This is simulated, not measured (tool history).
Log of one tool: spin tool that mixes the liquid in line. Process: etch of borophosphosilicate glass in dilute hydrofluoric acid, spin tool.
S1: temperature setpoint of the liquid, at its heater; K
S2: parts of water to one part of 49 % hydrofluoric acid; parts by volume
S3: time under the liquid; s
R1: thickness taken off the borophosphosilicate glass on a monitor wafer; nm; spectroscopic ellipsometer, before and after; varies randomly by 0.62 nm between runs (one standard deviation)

{"run": 1, "hour": 0.0, "S1": 298.15, "S2": 90, "S3": 115, "R1": 60.201}
{"run": 2, "hour": 5.7, "S1": 299.65, "S2": 85, "S3": 115, "R1": 68.544}
{"run": 3, "hour": 7.8, "S1": 299.65, "S2": 85, "S3": 115, "R1": 67.454}
{"run": 4, "hour": 14.8, "S1": 299.65, "S2": 85, "S3": 115, "R1": 68.217}
{"run": 5, "hour": 22.8, "S1": 299.65, "S2": 100, "S3": 115, "R1": 57.562}
{"run": 6, "hour": 26.2, "S1": 299.65, "S2": 80, "S3": 115, "R1": 73.675}
{"run": 7, "hour": 26.7, "S1": 301.15, "S2": 80, "S3": 115, "R1": 77.729}
{"run": 8, "hour": 34.0, "S1": 302.15, "S2": 80, "S3": 115, "R1": 80.828}
{"run": 9, "hour": 40.8, "S1": 303.15, "S2": 80, "S3": 115, "R1": 82.55}
{"run": 10, "hour": 41.6, "S1": 303.65, "S2": 80, "S3": 115, "R1": 85.264}
{"run": 11, "hour": 46.9, "S1": 303.65, "S2": 80, "S3": 115, "R1": 86.032}
{"run": 12, "hour": 52.9, "S1": 303.65, "S2": 80, "S3": 115, "R1": 85.514}
{"run": 13, "hour": 54.4, "S1": 304.15, "S2": 80, "S3": 115, "R1": 86.957}
{"run": 14, "hour": 57.4, "S1": 304.65, "S2": 80, "S3": 115, "R1": 87.75}

The next listed run, before its measurement:
{"run": 15, "hour": 59.2, "S1": 305.15, "S2": 80, "S3": 115, "R1": "?"}

Run 15 measured R1 89.584 nm.

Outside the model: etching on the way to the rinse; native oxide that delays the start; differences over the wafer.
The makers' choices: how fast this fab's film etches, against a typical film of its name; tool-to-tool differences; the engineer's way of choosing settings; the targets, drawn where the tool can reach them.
